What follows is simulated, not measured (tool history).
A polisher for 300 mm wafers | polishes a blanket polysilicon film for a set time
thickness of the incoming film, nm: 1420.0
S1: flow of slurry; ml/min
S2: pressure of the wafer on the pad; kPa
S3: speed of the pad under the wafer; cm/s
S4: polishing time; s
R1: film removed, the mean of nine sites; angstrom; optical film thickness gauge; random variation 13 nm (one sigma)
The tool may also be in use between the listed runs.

run 1 hour=0 | S1=295 S2=16.5 S3=102 S4=94 | R1=6516.7
run 2 hour=8.4 | S1=295 S2=16.5 S3=102 S4=99 | R1=6889.7
run 3 hour=16.4 | S1=295 S2=16.5 S3=114 S4=99 | R1=7672.8
run 4 hour=22.6 | S1=330 S2=16.5 S3=114 S4=99 | R1=7815.8
run 5 hour=28.6 | S1=295 S2=16.5 S3=114 S4=99 | R1=7668.8
run 6 hour=32.8 | S1=250 S2=16.5 S3=114 S4=99 | R1=7430.9
run 7 hour=40.6 | S1=255 S2=17.2 S3=114 S4=99 | R1=7790.9
run 8 hour=48.2 | S1=260 S2=17.9 S3=114 S4=99 | R1=8147
run 9 hour=48.9 | S1=265 S2=18.6 S3=114 S4=99 | R1=8392
run 10 hour=50.3 | S1=275 S2=20 S3=114 S4=99 | R1=8874.9

Run 11 comes next. What will it give?
run 11 hour=55.3 | S1=275 S2=21.4 S3=114 S4=99 | R1=?

Run 11 gave R1 9197.4 angstrom.
